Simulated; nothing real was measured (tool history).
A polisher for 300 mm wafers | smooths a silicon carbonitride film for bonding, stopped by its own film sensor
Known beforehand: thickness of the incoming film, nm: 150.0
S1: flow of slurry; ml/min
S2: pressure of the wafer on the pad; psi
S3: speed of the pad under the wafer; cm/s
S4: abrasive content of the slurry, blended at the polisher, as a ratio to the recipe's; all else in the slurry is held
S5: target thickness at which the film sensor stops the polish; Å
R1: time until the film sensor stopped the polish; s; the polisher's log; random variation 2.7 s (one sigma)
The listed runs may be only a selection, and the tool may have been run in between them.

run 1 hour=0.0 | S1=175 S2=1.9 S3=94 S4=1.00 S5=1310 | R1=85.021
run 2 hour=7.0 | S1=175 S2=1.9 S3=94 S4=0.90 S5=1310 | R1=88.721
run 3 hour=12.4 | S1=175 S2=1.9 S3=94 S4=0.70 S5=1310 | R1=97.093
run 4 hour=15.7 | S1=175 S2=1.9 S3=94 S4=0.70 S5=1310 | R1=97.253
run 5 hour=24.2 | S1=175 S2=1.9 S3=94 S4=0.55 S5=1310 | R1=108.840
run 6 hour=31.9 | S1=175 S2=1.8 S3=94 S4=0.55 S5=1310 | R1=114.480
run 7 hour=32.9 | S1=175 S2=1.8 S3=94 S4=0.55 S5=1310 | R1=114.390

Run 8, settings as shown, results not yet in. Your forecast:
run 8 hour=35.6 | S1=175 S2=1.8 S3=94 S4=0.55 S5=1310 | R1=?

{"run 8": {"R1": 117.15}}
